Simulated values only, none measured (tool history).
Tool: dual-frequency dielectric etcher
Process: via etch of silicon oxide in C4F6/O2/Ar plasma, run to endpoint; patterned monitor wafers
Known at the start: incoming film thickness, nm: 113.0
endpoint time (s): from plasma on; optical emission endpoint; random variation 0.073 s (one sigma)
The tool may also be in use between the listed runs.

run,day,bias power (W),source power (W),Ar flow (sccm),endpoint time (s)
1,0,475,330,290,27.523
2,0.308,413,330,290,29.096
3,0.588,413,300,290,30.134
4,0.942,413,300,330,30.657
5,1.1,413,300,285,30.136
6,1.192,480,330,279,27.341
7,1.396,527,350,275,25.379
8,1.438,559,360,274,24.433
9,1.483,581,360,273,24.069
10,1.546,581,360,273,24.069

Forecast run 11:
11,1.858,600,360,272,?

{"run 11": {"endpoint time (s)": 23.707}}

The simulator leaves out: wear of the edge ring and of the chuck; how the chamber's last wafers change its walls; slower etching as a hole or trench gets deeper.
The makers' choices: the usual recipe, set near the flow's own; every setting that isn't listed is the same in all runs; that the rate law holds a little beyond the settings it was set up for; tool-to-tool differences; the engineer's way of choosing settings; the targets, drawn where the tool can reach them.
